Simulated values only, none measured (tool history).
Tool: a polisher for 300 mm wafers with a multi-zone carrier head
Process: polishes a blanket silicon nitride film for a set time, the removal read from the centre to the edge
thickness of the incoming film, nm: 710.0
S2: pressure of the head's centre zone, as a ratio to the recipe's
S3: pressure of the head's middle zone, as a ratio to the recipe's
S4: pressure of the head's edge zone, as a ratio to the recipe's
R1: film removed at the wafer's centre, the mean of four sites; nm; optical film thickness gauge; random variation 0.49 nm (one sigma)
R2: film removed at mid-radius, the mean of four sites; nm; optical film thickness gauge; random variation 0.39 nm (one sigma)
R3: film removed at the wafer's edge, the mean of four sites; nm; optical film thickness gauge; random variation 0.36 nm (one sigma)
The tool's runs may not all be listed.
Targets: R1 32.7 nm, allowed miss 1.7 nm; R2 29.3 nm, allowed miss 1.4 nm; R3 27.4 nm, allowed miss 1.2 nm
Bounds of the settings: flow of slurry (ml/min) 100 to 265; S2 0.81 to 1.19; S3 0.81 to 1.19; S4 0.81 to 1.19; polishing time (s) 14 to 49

run 1 hour=0 | flow_of_slurry_(ml/min)=170 S2=1 S3=1 S4=1 polishing_time_(s)=31 | R1=34.481 R2=32.985 R3=33.054
run 2 hour=8.1 | flow_of_slurry_(ml/min)=170 S2=1 S3=1 S4=1 polishing_time_(s)=26 | R1=28.378 R2=28.436 R3=27.713
run 3 hour=13.8 | flow_of_slurry_(ml/min)=175 S2=1.02 S3=1 S4=0.99 polishing_time_(s)=26 | R1=28.801 R2=26.895 R3=27.459
run 4 hour=17 | flow_of_slurry_(ml/min)=175 S2=1.03 S3=1.02 S4=0.98 polishing_time_(s)=26 | R1=29.756 R2=27.471 R3=27.749
run 5 hour=18.7 | flow_of_slurry_(ml/min)=175 S2=0.98 S3=1.02 S4=0.98 polishing_time_(s)=26 | R1=27.726 R2=28.539 R3=28.039
run 6 hour=24.1 | flow_of_slurry_(ml/min)=175 S2=0.98 S3=1.02 S4=0.98 polishing_time_(s)=31 | R1=33.149 R2=34.303 R3=32.37
run 7 hour=26 | flow_of_slurry_(ml/min)=175 S2=0.99 S3=1.02 S4=0.96 polishing_time_(s)=31 | R1=33.476 R2=33.914 R3=32.987
run 8 hour=31 | flow_of_slurry_(ml/min)=175 S2=1.01 S3=1.04 S4=0.97 polishing_time_(s)=30 | R1=33.164 R2=32.344 R3=31.526
run 9 hour=37.5 | flow_of_slurry_(ml/min)=175 S2=1.02 S3=1.06 S4=0.96 polishing_time_(s)=30 | R1=32.778 R2=33.874 R3=30.702
run 10 hour=42.1 | flow_of_slurry_(ml/min)=175 S2=1.03 S3=1.06 S4=0.95 polishing_time_(s)=30 | R1=33.704 R2=34.254 R3=30.952
run 11 hour=44.3 | flow_of_slurry_(ml/min)=175 S2=1.04 S3=1.06 S4=0.95 polishing_time_(s)=30 | R1=34.45 R2=34.221 R3=31.632
run 12 hour=47.2 | flow_of_slurry_(ml/min)=175 S2=1.05 S3=1.06 S4=0.95 polishing_time_(s)=29 | R1=33.621 R2=31.398 R3=30.455
run 13 hour=48.7 | flow_of_slurry_(ml/min)=175 S2=1.06 S3=1.07 S4=0.95 polishing_time_(s)=29 | R1=33.475 R2=32.675 R3=30.238
run 14 hour=52.2 | flow_of_slurry_(ml/min)=175 S2=1.07 S3=1.07 S4=0.94 polishing_time_(s)=29 | R1=34.048 R2=32.269 R3=30.085
run 15 hour=60 | flow_of_slurry_(ml/min)=175 S2=1.08 S3=1.07 S4=0.93 polishing_time_(s)=29 | R1=33.349 R2=32.65 R3=29.747
run 16 hour=67.5 | flow_of_slurry_(ml/min)=175 S2=1.09 S3=1.06 S4=0.93 polishing_time_(s)=29 | R1=35.499 R2=32.088 R3=30.209
run 17 hour=72.2 | flow_of_slurry_(ml/min)=175 S2=1.09 S3=1.06 S4=0.92 polishing_time_(s)=29 | R1=35.294 R2=31.248 R3=29.577
run 18 hour=78.7 | flow_of_slurry_(ml/min)=170 S2=1.09 S3=1.06 S4=0.91 polishing_time_(s)=29 | R1=34.776 R2=32.441 R3=29.564

4 next moves are on the table. One of them brings every result within its allowed miss. Which?
run A hour=85.2 | flow_of_slurry_(ml/min)=140 S2=1.08 S3=1.02 S4=0.96 polishing_time_(s)=25 | R1=? R2=? R3=?
run B hour=85.2 | flow_of_slurry_(ml/min)=170 S2=1.08 S3=1.06 S4=0.9 polishing_time_(s)=24 | R1=? R2=? R3=?
run C hour=85.2 | flow_of_slurry_(ml/min)=205 S2=1.06 S3=0.88 S4=1.07 polishing_time_(s)=28 | R1=? R2=? R3=?
run D hour=85.2 | flow_of_slurry_(ml/min)=140 S2=1.12 S3=1.03 S4=0.86 polishing_time_(s)=28 | R1=? R2=? R3=?

move=A R1=28.262 R2=25.699 R3=25.308
move=B R1=28.407 R2=26.399 R3=24.344
move=C R1=33.648 R2=27.935 R3=31.349
move=D R1=32.836 R2=28.979 R3=27.097
A: takes the result that was furthest off past its target
B: takes the result that was furthest off past its target
C: brings the result that was furthest off to its target, and leaves another outside
D: meets every target
Move D is the one to make.
